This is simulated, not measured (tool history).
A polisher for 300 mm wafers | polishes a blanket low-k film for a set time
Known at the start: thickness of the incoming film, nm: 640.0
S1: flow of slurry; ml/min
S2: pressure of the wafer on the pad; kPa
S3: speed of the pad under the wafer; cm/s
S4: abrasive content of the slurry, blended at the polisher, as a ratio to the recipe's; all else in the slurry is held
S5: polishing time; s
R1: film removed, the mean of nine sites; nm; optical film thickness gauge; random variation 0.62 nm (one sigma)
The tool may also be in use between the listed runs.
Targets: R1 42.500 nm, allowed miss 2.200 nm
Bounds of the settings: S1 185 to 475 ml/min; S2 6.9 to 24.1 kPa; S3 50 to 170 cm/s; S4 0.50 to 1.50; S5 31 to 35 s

run  hour   S1    S2   S3    S4  S5      R1
  1   0.0  305  15.2  110  1.00  35  17.921
  2   1.4  305  17.2  118  1.00  35  21.411
  3   5.8  350  17.2  118  1.00  35  21.732
  4  13.5  350  18.6  126  1.00  35  24.691
  5  18.4  350  20.0  132  1.00  35  28.197
  6  22.9  350  20.0  160  1.00  35  32.380
  7  30.4  350  20.7  160  1.00  35  33.573
  8  32.5  350  21.4  162  1.00  35  34.884
  9  33.5  350  22.1  164  1.00  35  36.243
 10  40.7  350  22.8  166  1.00  35  38.821

Which of these 5 next moves meets every target?
  A  47.9  285  24.1  166  0.90  35   ?
  B  47.9  370  22.1  168  0.95  34   ?
  C  47.9  310  22.1  166  1.40  35   ?
  D  47.9  350  23.4  166  0.95  35   ?
  E  47.9  415  22.1  166  0.85  32   ?

move      R1
   A  36.712
   B  34.402
   C  40.749
   D  37.101
   E  30.634
A: further off than the last run
B: further off than the last run
C: meets every target
D: further off than the last run
E: further off than the last run
Move C is the one to make.
